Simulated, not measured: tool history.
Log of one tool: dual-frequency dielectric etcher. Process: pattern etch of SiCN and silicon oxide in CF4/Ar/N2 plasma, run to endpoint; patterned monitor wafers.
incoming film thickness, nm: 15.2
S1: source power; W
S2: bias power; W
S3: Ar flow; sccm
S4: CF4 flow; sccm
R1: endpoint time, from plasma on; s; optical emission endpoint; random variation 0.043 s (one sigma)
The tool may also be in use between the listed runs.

run    day   S1  S2  S3  S4      R1
  1  0.000  510  76  73  75  14.816
  2  0.262  430  76  73  75  16.510
  3  0.333  430  71  73  75  16.923
  4  0.708  460  71  73  75  16.187
  5  0.804  490  71  73  75  15.637
  6  1.033  520  72  73  75  14.870
  7  1.233  540  72  73  75  14.585
  8  1.417  560  73  73  75  14.069
  9  1.458  580  73  73  75  13.805
 10  1.612  600  74  73  75  13.420
 11  1.688  610  75  73  75  13.203
 12  1.900  710  76  73  75  11.797
 13  2.000  710  77  73  75  11.785
 14  2.146  710  78  73  75  11.740
 15  2.346  710  79  73  75  11.624

Forecast run 16:
 16  2.529  710  80  73  75   ?

{"run 16": {"R1": 11.59}}

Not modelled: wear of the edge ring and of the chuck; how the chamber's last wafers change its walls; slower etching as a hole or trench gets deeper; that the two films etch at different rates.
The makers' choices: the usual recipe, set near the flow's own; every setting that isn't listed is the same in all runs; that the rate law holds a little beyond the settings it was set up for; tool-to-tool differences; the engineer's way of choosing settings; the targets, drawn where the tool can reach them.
